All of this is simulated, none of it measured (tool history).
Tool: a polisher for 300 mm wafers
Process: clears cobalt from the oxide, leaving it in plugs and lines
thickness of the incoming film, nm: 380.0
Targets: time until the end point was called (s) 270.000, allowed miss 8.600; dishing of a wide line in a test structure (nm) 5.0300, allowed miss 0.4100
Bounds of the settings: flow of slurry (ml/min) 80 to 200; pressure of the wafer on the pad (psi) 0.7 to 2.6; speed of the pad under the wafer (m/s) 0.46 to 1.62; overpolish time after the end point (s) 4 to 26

run,hour,flow of slurry (ml/min),pressure of the wafer on the pad (psi),speed of the pad under the wafer (m/s),overpolish time after the end point (s),time until the end point was called (s),dishing of a wide line in a test structure (nm)
1,0.0,130,1.6,1.04,13,103.650,28.9150
2,1.9,130,2.0,1.04,13,84.646,31.7280
3,10.0,120,1.7,0.90,11,114.910,23.5560
4,14.5,120,1.7,1.02,11,103.040,25.4340
5,19.8,120,1.7,1.02,14,101.550,30.3860
6,25.6,110,1.5,0.88,12,136.770,23.0500
7,26.4,105,1.4,0.78,10,164.790,18.4130
8,27.2,100,1.3,0.70,9,197.690,14.2150
9,34.4,80,1.2,0.46,4,333.530,4.0108
10,38.4,85,1.3,0.46,4,306.560,4.4626
11,47.3,85,1.3,0.46,4,310.530,4.4715
12,55.2,85,1.3,0.46,4,305.300,4.7012
13,58.7,85,1.4,0.46,4,285.890,4.7204
14,65.4,90,1.4,0.46,4,281.680,4.8406

5 next moves are on the table. One of them brings every result within its allowed miss. Which?
A,72.1,100,1.3,0.46,4,?,?
B,72.1,80,1.4,0.46,5,?,?
C,72.1,115,1.0,0.56,4,?,?
D,72.1,80,1.3,0.54,4,?,?
E,72.1,100,1.2,0.50,5,?,?

move,time until the end point was called (s),dishing of a wide line in a test structure (nm)
A,293.470,4.7428
B,292.500,5.8673
C,302.700,4.6066
D,270.250,5.1248
E,293.140,5.8568
A: further off than the last run
B: further off than the last run
C: further off than the last run
D: meets every target
E: further off than the last run
Answer: D
